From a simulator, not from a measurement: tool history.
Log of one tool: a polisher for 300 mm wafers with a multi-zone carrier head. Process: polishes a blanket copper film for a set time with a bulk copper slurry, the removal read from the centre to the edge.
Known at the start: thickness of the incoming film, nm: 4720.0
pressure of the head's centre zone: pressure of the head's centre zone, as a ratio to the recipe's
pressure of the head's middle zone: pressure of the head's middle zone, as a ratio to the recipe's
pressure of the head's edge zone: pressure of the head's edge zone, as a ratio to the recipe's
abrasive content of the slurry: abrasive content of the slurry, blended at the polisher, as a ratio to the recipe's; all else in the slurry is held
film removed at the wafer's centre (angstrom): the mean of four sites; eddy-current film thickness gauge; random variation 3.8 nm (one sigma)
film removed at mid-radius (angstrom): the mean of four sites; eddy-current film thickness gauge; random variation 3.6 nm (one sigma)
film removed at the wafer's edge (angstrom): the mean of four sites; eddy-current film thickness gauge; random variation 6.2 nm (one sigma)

run,hour,flow of slurry (ml/min),pressure of the head's centre zone,pressure of the head's middle zone,pressure of the head's edge zone,abrasive content of the slurry,polishing time (s),film removed at the wafer's centre (angstrom),film removed at mid-radius (angstrom),film removed at the wafer's edge (angstrom)
1,0,290,1,1,1,1,60,4199.9,4309.9,4133
2,5,290,1,1,1.09,1,60,4237.5,4373.3,4374.5
3,8.4,305,1.04,1,1.1,1.05,60,4517.2,4359.1,4497.6
4,17.1,315,1.07,1.01,1.1,1.05,60,4615.7,4406.2,4437.7
5,24.4,315,1.07,1.01,1.16,1.05,60,4564.5,4333.9,4557.2
6,26.3,315,1.07,1.01,1.16,1.05,71,5407.8,5207,5310.3
7,32.3,310,1.09,0.99,1.14,1,71,5461.1,5104.3,5336.4
8,34.2,320,1.11,0.98,1.11,0.95,70,5454.9,4953.4,5179.3
9,43,320,1.13,0.97,1.09,0.9,70,5563.3,4851.9,5062.3

The next listed run, before its measurement:
10,50.9,320,1.14,0.96,1.08,0.9,70,?,?,?

film removed at the wafer's centre (angstrom): 5552.5
film removed at mid-radius (angstrom): 4763.8
film removed at the wafer's edge (angstrom): 5016.6

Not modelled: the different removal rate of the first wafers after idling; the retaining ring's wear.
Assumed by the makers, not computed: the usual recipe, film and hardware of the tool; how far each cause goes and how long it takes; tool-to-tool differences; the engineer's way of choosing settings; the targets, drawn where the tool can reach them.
